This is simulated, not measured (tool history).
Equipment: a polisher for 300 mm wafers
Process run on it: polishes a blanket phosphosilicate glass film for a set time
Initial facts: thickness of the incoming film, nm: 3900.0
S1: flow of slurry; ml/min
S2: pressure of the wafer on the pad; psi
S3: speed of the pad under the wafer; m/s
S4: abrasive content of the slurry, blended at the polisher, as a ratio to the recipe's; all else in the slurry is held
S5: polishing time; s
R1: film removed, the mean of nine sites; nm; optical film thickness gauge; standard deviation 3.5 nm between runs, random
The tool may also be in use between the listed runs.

run	hour	S1	S2	S3	S4	S5	R1
1	0.0	135	3.6	1.08	1.0	51	585.75
2	5.9	135	3.4	1.06	1.0	51	545.51
3	13.9	135	3.2	1.04	1.0	51	500.83
4	21.9	135	3.2	1.04	1.1	51	523.49
5	27.1	135	3.0	1.02	1.1	51	475.30
6	32.2	135	2.9	1.02	1.1	51	473.42
7	38.0	135	2.9	1.02	1.1	51	471.31
8	43.3	135	2.8	1.00	1.1	51	457.29
9	51.6	135	2.7	0.98	1.1	51	424.88

Run 10 has not been measured yet. What should we expect?
10	54.3	135	2.6	0.98	1.1	51	?

R1: 404.55 nm

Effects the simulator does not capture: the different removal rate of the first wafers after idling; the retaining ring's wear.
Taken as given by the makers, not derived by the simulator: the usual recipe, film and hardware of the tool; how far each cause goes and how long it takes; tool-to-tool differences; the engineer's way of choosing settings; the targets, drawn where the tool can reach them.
